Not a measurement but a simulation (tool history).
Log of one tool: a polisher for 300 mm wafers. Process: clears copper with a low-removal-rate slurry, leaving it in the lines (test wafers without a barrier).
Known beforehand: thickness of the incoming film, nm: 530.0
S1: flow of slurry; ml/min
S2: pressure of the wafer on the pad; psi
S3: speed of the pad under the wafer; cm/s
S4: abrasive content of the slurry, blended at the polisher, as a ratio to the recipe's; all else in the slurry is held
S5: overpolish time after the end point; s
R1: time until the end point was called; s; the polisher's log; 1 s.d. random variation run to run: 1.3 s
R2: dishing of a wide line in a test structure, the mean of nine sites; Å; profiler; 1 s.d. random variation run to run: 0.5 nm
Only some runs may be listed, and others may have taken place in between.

Run 1, hour 0.0: S1 260 ml/min, S2 3.0 psi, S3 138 cm/s, S4 1.0, S5 12 s. Result: R1 115.76 s, R2 332.51 Å.
Run 2, hour 5.7: S1 260 ml/min, S2 2.5 psi, S3 138 cm/s, S4 1.0, S5 12 s. Result: R1 136.53 s, R2 286.56 Å.
Run 3, hour 12.4: S1 260 ml/min, S2 2.5 psi, S3 110 cm/s, S4 1.0, S5 12 s. Result: R1 157.70 s, R2 262.49 Å.
Run 4, hour 14.0: S1 260 ml/min, S2 2.8 psi, S3 112 cm/s, S4 1.0, S5 10 s. Result: R1 137.38 s, R2 257.06 Å.
Run 5, hour 19.2: S1 260 ml/min, S2 2.8 psi, S3 112 cm/s, S4 0.8, S5 10 s. Result: R1 144.43 s, R2 241.29 Å.
Run 6, hour 21.5: S1 260 ml/min, S2 2.3 psi, S3 112 cm/s, S4 0.8, S5 10 s. Result: R1 178.38 s, R2 199.74 Å.
Run 7, hour 29.8: S1 260 ml/min, S2 2.7 psi, S3 114 cm/s, S4 0.8, S5 9 s. Result: R1 146.21 s, R2 216.29 Å.

Predict the results of run 8:
Run 8, hour 35.1: S1 260 ml/min, S2 2.9 psi, S3 114 cm/s, S4 0.8, S5 9 s. Result: R1 ?, R2 ?.

Run 8 measured R1 139.61 s, R2 230.61 Å.

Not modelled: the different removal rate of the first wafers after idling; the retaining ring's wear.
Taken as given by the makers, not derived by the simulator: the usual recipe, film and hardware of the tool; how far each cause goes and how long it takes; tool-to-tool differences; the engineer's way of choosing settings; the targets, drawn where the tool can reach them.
